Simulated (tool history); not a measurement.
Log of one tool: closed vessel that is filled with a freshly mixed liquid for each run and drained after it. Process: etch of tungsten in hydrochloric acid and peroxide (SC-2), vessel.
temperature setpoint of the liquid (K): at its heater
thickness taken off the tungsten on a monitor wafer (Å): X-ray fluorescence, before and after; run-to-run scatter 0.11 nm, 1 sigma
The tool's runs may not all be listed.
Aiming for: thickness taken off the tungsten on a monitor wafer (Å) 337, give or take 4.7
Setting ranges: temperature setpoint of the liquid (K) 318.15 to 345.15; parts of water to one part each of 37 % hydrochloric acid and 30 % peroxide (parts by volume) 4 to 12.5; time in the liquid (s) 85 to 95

run    day  temperature setpoint of the liquid (K)  parts of water to one part each of 37 % hydrochloric acid and 30 % peroxide (parts by volume)  time in the liquid (s)  thickness taken off the tungsten on a monitor wafer (Å)
  1      0                                  334.15                                                                                              7                      85                                                    800.6
  2  0.342                                  334.15                                                                                              8                      85                                                   724.88
  3  0.512                                  327.15                                                                                              8                      85                                                   461.57
  4  0.567                                  322.15                                                                                              8                      85                                                   332.32
  5  0.883                                  322.15                                                                                              8                      95                                                   369.04
  6  1.125                                  325.65                                                                                              8                      95                                                   464.32
  7    1.3                                  324.15                                                                                              8                      95                                                   423.82
  8  1.508                                  323.15                                                                                              8                      95                                                   394.86
  9  1.733                                  322.65                                                                                              8                      95                                                   382.67
 10  2.058                                  322.15                                                                                              8                      95                                                   371.28
 11  2.221                                  321.65                                                                                              8                      95                                                   358.49
 12   2.55                                  321.15                                                                                              8                      95                                                   345.41

5 next moves are on the table. One of them brings every result within its allowed miss. Which?
  A  2.879                                  321.65                                                                                            7.5                      90                                                        ?
  B  2.879                                  322.15                                                                                              9                      95                                                        ?
  C  2.879                                  326.65                                                                                           10.5                      85                                                        ?
  D  2.879                                  324.65                                                                                             10                      95                                                        ?
  E  2.879                                  326.65                                                                                             11                      90                                                        ?

move  thickness taken off the tungsten on a monitor wafer (Å)
   A                                                   354.37
   B                                                   334.09
   C                                                   354.28
   D                                                    361.7
   E                                                    360.7
A: further off than the last run
B: meets every target
C: further off than the last run
D: further off than the last run
E: further off than the last run
B is the move that brings every result within its allowed miss.

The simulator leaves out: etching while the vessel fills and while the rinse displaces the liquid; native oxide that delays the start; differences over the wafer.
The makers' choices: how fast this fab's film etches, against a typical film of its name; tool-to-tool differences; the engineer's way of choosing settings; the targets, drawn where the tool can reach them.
